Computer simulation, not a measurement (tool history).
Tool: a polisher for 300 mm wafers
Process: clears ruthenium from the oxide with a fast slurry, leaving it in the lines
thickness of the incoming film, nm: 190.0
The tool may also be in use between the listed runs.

run  hour  flow of slurry (ml/min)  pressure of the wafer on the pad (psi)  speed of the pad under the wafer (m/s)  abrasive content of the slurry  overpolish time after the end point (s)  time until the end point was called (s)  dishing of a wide line in a test structure (angstrom)
  1   0.0                      255                                     1.7                                    0.84                             1.0                                       23                                   82.373                                                 417.65
  2   5.7                      255                                     1.7                                    0.72                             1.0                                       23                                   93.831                                                 379.16
  3  10.9                      255                                     1.7                                    0.72                             1.0                                       25                                   93.636                                                 409.25
  4  19.4                      255                                     1.7                                    0.72                             1.1                                       25                                   88.837                                                 429.56
  5  22.5                      255                                     1.6                                    0.72                             1.1                                       27                                   94.541                                                 420.22
  6  27.1                      255                                     1.6                                    0.72                             1.1                                       29                                   96.226                                                 452.87
  7  30.8                      255                                     1.6                                    0.72                             1.1                                       30                                   95.555                                                 466.64
  8  37.4                      255                                     1.6                                    0.72                             1.1                                       31                                   94.946                                                 474.75
  9  39.6                      255                                     1.6                                    0.72                             1.1                                       33                                   94.735                                                 504.36
 10  46.2                      255                                     1.6                                    0.72                             1.1                                       34                                   94.363                                                 522.68

Forecast run 11:
 11  48.4                      245                                     1.4                                    0.72                             1.1                                       39                                        ?                                                      ?

time until the end point was called (s): 107.480
dishing of a wide line in a test structure (angstrom): 517.45
